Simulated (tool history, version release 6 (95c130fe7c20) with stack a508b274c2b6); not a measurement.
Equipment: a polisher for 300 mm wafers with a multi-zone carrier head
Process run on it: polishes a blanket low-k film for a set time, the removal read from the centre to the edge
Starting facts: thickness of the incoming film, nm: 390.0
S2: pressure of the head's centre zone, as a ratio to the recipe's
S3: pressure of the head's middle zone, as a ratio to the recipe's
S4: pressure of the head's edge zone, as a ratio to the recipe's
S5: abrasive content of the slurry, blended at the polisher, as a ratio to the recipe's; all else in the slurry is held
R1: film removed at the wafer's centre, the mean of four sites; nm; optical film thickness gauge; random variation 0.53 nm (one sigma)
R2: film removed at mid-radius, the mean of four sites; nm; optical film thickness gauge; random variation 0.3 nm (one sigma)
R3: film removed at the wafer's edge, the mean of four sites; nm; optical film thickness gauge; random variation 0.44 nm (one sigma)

run 1 hour=0.0 | flow_of_slurry_(ml/min)=205 S2=1.00 S3=1.00 S4=1.00 S5=1.00 polishing_time_(s)=66 | R1=25.826 R2=26.470 R3=27.063
run 2 hour=2.8 | flow_of_slurry_(ml/min)=175 S2=1.00 S3=1.00 S4=1.00 S5=1.00 polishing_time_(s)=66 | R1=25.212 R2=26.132 R3=26.827
run 3 hour=10.5 | flow_of_slurry_(ml/min)=180 S2=1.02 S3=1.05 S4=1.01 S5=1.15 polishing_time_(s)=68 | R1=29.588 R2=30.040 R3=29.628
run 4 hour=14.0 | flow_of_slurry_(ml/min)=185 S2=1.01 S3=1.09 S4=1.02 S5=1.25 polishing_time_(s)=70 | R1=30.740 R2=33.838 R3=31.928
run 5 hour=15.8 | flow_of_slurry_(ml/min)=195 S2=1.03 S3=1.11 S4=1.04 S5=1.30 polishing_time_(s)=71 | R1=32.721 R2=35.589 R3=33.049
run 6 hour=22.9 | flow_of_slurry_(ml/min)=195 S2=1.03 S3=1.11 S4=1.04 S5=1.30 polishing_time_(s)=63 | R1=28.722 R2=31.561 R3=29.798
run 7 hour=29.0 | flow_of_slurry_(ml/min)=200 S2=1.04 S3=1.13 S4=1.06 S5=1.35 polishing_time_(s)=66 | R1=31.637 R2=33.577 R3=31.600
run 8 hour=31.6 | flow_of_slurry_(ml/min)=200 S2=1.04 S3=1.14 S4=1.06 S5=1.40 polishing_time_(s)=69 | R1=32.645 R2=36.520 R3=33.438

For run 9, what comes out?
run 9 hour=36.8 | flow_of_slurry_(ml/min)=200 S2=1.05 S3=1.15 S4=1.07 S5=1.45 polishing_time_(s)=71 | R1=? R2=? R3=?

Run 9 came out at R1 34.546 nm, R2 38.045 nm, R3 35.488 nm.
